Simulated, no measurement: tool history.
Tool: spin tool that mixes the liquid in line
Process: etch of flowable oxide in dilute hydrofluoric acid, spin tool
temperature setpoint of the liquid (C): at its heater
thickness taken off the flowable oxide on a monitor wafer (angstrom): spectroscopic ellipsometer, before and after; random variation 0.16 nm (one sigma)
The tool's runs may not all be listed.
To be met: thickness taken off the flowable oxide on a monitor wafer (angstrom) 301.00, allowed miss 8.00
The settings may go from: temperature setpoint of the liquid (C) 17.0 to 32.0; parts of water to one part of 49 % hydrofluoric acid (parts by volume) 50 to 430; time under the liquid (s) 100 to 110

run	hour	temperature setpoint of the liquid (C)	parts of water to one part of 49 % hydrofluoric acid (parts by volume)	time under the liquid (s)	thickness taken off the flowable oxide on a monitor wafer (angstrom)
1	0.0	24.0	240	100	169.05
2	7.4	20.5	240	100	147.58
3	15.2	20.5	240	100	146.48
4	21.9	22.0	240	100	156.18
5	31.0	20.5	240	100	148.85
# hour 38.7: hydrofluoric acid flow meter replaced
6	38.7	22.5	225	100	152.14
7	45.9	24.5	185	100	204.19
8	50.6	26.0	175	100	232.13
9	56.8	27.0	170	100	247.04
10	60.4	28.0	170	100	260.40
11	66.6	28.5	170	100	265.85
12	68.6	32.0	165	100	311.89

Which of these 5 next moves meets every target?
A	70.6	32.0	170	100	?
B	70.6	31.5	180	100	?
C	70.6	32.0	185	105	?
D	70.6	30.5	170	100	?
E	70.6	32.0	180	100	?

move	thickness taken off the flowable oxide on a monitor wafer (angstrom)
A	296.74
B	271.85
C	280.71
D	281.61
E	276.57
A: meets every target
B: takes the result that was furthest off past its target
C: takes the result that was furthest off past its target
D: takes the result that was furthest off past its target
E: takes the result that was furthest off past its target
The right move is A.

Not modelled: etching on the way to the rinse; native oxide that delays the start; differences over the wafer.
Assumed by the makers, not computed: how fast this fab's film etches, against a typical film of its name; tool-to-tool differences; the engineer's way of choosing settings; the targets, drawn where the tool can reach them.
